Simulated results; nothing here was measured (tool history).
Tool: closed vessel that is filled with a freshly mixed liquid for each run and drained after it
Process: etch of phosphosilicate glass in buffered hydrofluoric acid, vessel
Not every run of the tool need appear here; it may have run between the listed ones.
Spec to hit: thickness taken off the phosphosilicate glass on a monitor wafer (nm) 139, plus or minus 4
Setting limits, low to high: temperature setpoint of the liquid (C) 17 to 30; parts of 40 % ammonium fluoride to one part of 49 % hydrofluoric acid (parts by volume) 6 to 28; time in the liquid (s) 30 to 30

| run | hour | temperature setpoint of the liquid (C) | parts of 40 % ammonium fluoride to one part of 49 % hydrofluoric acid (parts by volume) | time in the liquid (s) | thickness taken off the phosphosilicate glass on a monitor wafer (nm) |
|---|---|---|---|---|---|
| 1 | 0 | 22 | 17 | 30 | 102.24 |
| 2 | 2 | 24.5 | 17 | 30 | 117.8 |
| 3 | 9.3 | 25 | 17 | 30 | 122.56 |
| 4 | 14.4 | 25 | 17 | 30 | 121.17 |
| 5 | 21.7 | 25 | 13.5 | 30 | 152.77 |
| 6 | 29.3 | 25 | 13.5 | 30 | 148.89 |
| 7 | 34.5 | 24.5 | 13.5 | 30 | 148.04 |
| 8 | 40.3 | 24 | 13.5 | 30 | 142.51 |

Pick the move, out of 4, that brings all results within their allowed miss; only one does.
| A | 46.1 | 26 | 14.5 | 30 | ? |
| B | 46.1 | 24 | 13 | 30 | ? |
| C | 46.1 | 23 | 12 | 30 | ? |
| D | 46.1 | 20 | 11 | 30 | ? |

| move | thickness taken off the phosphosilicate glass on a monitor wafer (nm) |
|---|---|
| A | 148.9 |
| B | 148.68 |
| C | 152.23 |
| D | 140.33 |
A: misses by more than the last run did
B: misses by more than the last run did
C: misses by more than the last run did
D: every result within its allowed miss
Move D is the one to make.
